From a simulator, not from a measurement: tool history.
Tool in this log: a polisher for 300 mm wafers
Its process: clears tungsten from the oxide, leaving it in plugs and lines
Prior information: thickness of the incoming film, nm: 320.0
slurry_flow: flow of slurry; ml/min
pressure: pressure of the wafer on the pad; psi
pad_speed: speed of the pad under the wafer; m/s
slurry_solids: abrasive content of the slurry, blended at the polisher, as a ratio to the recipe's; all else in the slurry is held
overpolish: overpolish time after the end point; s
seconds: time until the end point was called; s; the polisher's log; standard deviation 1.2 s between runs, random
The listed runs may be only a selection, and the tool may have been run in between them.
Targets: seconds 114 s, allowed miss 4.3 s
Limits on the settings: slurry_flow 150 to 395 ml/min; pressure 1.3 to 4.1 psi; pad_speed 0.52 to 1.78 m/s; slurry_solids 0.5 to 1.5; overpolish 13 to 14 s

run 1 hour=0 | slurry_flow=250 pressure=2.7 pad_speed=1.14 slurry_solids=1 overpolish=13 | seconds=64.856
run 2 hour=2 | slurry_flow=210 pressure=2.7 pad_speed=1.14 slurry_solids=1 overpolish=13 | seconds=68.094
run 3 hour=4.8 | slurry_flow=205 pressure=2.5 pad_speed=1.14 slurry_solids=1 overpolish=13 | seconds=73.315
run 4 hour=5.3 | slurry_flow=200 pressure=2.3 pad_speed=1.14 slurry_solids=1 overpolish=13 | seconds=80.034
run 5 hour=11.7 | slurry_flow=200 pressure=2.3 pad_speed=1.14 slurry_solids=1 overpolish=13 | seconds=79.068
run 6 hour=13.6 | slurry_flow=200 pressure=2.3 pad_speed=1.14 slurry_solids=1 overpolish=13 | seconds=79.893
run 7 hour=21 | slurry_flow=195 pressure=2.1 pad_speed=1.14 slurry_solids=1 overpolish=13 | seconds=86.281
run 8 hour=24.9 | slurry_flow=195 pressure=1.4 pad_speed=1.12 slurry_solids=1 overpolish=13 | seconds=131.46

Which of these 4 next moves meets every target?
run A hour=28.8 | slurry_flow=170 pressure=1.6 pad_speed=1.1 slurry_solids=0.95 overpolish=14 | seconds=?
run B hour=28.8 | slurry_flow=205 pressure=1.3 pad_speed=1.04 slurry_solids=1 overpolish=13 | seconds=?
run C hour=28.8 | slurry_flow=220 pressure=1.5 pad_speed=1.2 slurry_solids=0.95 overpolish=13 | seconds=?
run D hour=28.8 | slurry_flow=195 pressure=2 pad_speed=0.78 slurry_solids=0.8 overpolish=14 | seconds=?

move=A seconds=120.79
move=B seconds=145.9
move=C seconds=115.57
move=D seconds=128.3
A: closes in on the targets versus the last run, not all within tolerance yet
B: misses by more than the last run did
C: every result within its allowed miss
D: closes in on the targets versus the last run, not all within tolerance yet
Go with C: it meets all targets.
